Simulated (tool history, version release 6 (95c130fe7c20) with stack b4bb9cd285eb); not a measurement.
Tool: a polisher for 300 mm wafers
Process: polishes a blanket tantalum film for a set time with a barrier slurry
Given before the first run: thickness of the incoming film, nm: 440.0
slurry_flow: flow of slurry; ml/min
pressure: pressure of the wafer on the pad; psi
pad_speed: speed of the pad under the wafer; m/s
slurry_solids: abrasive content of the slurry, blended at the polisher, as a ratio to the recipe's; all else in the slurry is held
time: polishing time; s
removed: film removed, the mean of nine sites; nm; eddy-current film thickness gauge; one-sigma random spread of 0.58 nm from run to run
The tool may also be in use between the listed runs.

run  hour  slurry_flow  pressure  pad_speed  slurry_solids  time  removed
  1   0.0          245       1.5       1.14           1.00    20   23.549
  2   3.1          245       1.8       1.14           1.00    20   28.607
  3   7.3          245       1.9       1.16           1.00    20   30.168
  4  12.0          245       1.9       1.16           1.15    20   30.925
  5  13.5          285       1.9       1.16           1.15    20   31.550
  6  14.9          285       2.1       1.16           1.15    20   33.662
  7  20.7          285       2.2       1.20           1.15    20   37.201
  8  29.3          285       2.2       1.22           1.15    20   37.780
  9  38.1          285       2.2       1.24           1.15    20   38.807

What will run 10 give?
 10  44.6          285       2.2       1.26           1.15    20        ?

{"run 10": {"removed": 39.325}}
